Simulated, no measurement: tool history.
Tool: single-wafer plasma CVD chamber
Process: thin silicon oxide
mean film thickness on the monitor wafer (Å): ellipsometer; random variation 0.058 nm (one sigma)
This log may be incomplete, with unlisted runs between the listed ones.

| run | hour | heater temperature setpoint (°C) | chamber pressure (Torr) | RF power (kW) | deposition time (s) | mean film thickness on the monitor wafer (Å) |
|---|---|---|---|---|---|---|
| 1 | 0.0 | 420 | 0.548 | 0.370 | 9.1 | 113.86 |
| 2 | 5.8 | 420 | 0.574 | 0.370 | 9.1 | 119.50 |
| 3 | 13.6 | 420 | 0.614 | 0.370 | 9.1 | 127.84 |
| 4 | 20.0 | 420 | 0.626 | 0.370 | 9.1 | 129.09 |
| 5 | 28.7 | 420 | 0.626 | 0.325 | 9.1 | 118.53 |
| 6 | 33.1 | 420 | 0.651 | 0.325 | 9.1 | 123.94 |
| 7 | 40.4 | 420 | 0.669 | 0.325 | 9.1 | 127.18 |
| 8 | 48.7 | 420 | 0.684 | 0.325 | 9.1 | 130.24 |
| 9 | 56.8 | 420 | 0.695 | 0.325 | 9.1 | 131.63 |

The next listed run, before its measurement:
| 10 | 64.5 | 420 | 0.705 | 0.325 | 9.1 | ? |

{"run 10": {"mean film thickness on the monitor wafer (Å)": 133.59}}
